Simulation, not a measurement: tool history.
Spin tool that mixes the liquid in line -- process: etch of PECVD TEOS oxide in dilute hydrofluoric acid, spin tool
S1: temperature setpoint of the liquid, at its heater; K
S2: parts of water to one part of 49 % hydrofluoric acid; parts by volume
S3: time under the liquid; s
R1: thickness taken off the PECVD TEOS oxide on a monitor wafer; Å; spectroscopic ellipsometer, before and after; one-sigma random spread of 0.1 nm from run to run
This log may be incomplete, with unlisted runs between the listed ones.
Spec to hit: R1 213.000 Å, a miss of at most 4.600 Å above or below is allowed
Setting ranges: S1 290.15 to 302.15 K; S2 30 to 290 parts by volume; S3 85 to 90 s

| run | hour | S1 | S2 | S3 | R1 |
|---|---|---|---|---|---|
| 1 | 0.0 | 294.15 | 160 | 85 | 95.895 |
| 2 | 5.8 | 294.15 | 160 | 90 | 102.630 |
| 3 | 7.5 | 294.15 | 160 | 85 | 96.501 |
| 4 | 9.7 | 295.15 | 150 | 85 | 107.690 |
| 5 | 11.1 | 296.15 | 145 | 85 | 116.540 |
|  | 20.1 | hydrofluoric acid flow meter replaced |
| 6 | 20.1 | 296.15 | 95 | 85 | 173.040 |
| 7 | 21.8 | 296.65 | 95 | 85 | 176.720 |
| 8 | 26.3 | 297.15 | 95 | 85 | 181.300 |

Exercise: of the 4 proposed moves below, exactly one satisfies all targets within the stated allowed misses. Which move is it?
| A | 30.8 | 296.65 | 80 | 85 | ? |
| B | 30.8 | 296.15 | 80 | 90 | ? |
| C | 30.8 | 298.15 | 85 | 90 | ? |
| D | 30.8 | 298.65 | 95 | 90 | ? |

| move | R1 |
|---|---|
| A | 211.890 |
| B | 219.860 |
| C | 222.810 |
| D | 200.730 |
A: each result inside its tolerance
B: the result that was furthest off in the last run now lies on the other side of its target
C: the result that was furthest off in the last run now lies on the other side of its target
D: nearer than the last run, and not there yet
A is the move that brings every result within its allowed miss.
